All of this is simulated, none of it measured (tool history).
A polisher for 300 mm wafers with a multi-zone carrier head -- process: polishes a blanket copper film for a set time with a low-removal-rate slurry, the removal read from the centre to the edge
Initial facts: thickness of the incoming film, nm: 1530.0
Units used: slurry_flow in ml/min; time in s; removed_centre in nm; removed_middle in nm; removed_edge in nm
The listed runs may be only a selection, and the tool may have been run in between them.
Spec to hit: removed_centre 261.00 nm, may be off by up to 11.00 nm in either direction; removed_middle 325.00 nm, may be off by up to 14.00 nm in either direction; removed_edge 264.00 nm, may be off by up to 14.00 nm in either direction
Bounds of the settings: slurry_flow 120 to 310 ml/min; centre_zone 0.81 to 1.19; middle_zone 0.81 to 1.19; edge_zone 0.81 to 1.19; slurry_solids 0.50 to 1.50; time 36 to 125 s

run  hour  slurry_flow  centre_zone  middle_zone  edge_zone  slurry_solids  time  removed_centre  removed_middle  removed_edge
  1   0.0          200         1.00         1.00       1.00           1.00    80          397.15          411.64        401.97
  2   5.3          200         0.98         1.03       0.96           0.85    74          347.10          378.46        341.95
  3   7.0          165         0.98         1.03       0.96           0.85    74          333.65          362.86        347.17
  4  12.5          165         0.90         1.03       0.96           0.85    74          306.14          364.53        338.51
  5  16.7          165         0.97         1.03       0.96           0.85    74          330.95          362.10        336.83
  6  19.6          165         0.97         1.03       0.92           0.85    74          336.43          372.93        342.05
  7  21.0          180         0.95         1.05       0.92           0.75    71          308.78          344.56        315.33
  8  28.3          190         0.93         1.08       0.90           0.70    69          295.77          348.47        305.20
  9  33.4          200         0.92         1.10       0.88           0.65    67          276.18          331.32        285.67
 10  34.1          205         0.92         1.12       0.87           0.60    67          266.09          338.35        279.37

Of the 5 settings listed for the next run, only one would bring every result within its allowed miss of target. Which one?
  A  34.8          150         0.86         1.15       0.93           0.50    76               ?               ?             ?
  B  34.8          255         0.93         1.13       0.85           0.50    66               ?               ?             ?
  C  34.8          230         0.86         1.09       0.90           0.60    69               ?               ?             ?
  D  34.8          140         0.92         1.16       0.85           0.55    72               ?               ?             ?
  E  34.8          180         0.89         1.09       0.95           0.55    72               ?               ?             ?

move  removed_centre  removed_middle  removed_edge
   A          267.41          360.44        304.74
   B          267.58          326.11        264.87
   C          266.84          341.93        294.63
   D          274.83          348.91        281.70
   E          274.43          340.66        303.04
A: further off than the last run
B: each result inside its tolerance
C: further off than the last run
D: further off than the last run
E: further off than the last run
So the answer is move B, the one that meets all the targets.

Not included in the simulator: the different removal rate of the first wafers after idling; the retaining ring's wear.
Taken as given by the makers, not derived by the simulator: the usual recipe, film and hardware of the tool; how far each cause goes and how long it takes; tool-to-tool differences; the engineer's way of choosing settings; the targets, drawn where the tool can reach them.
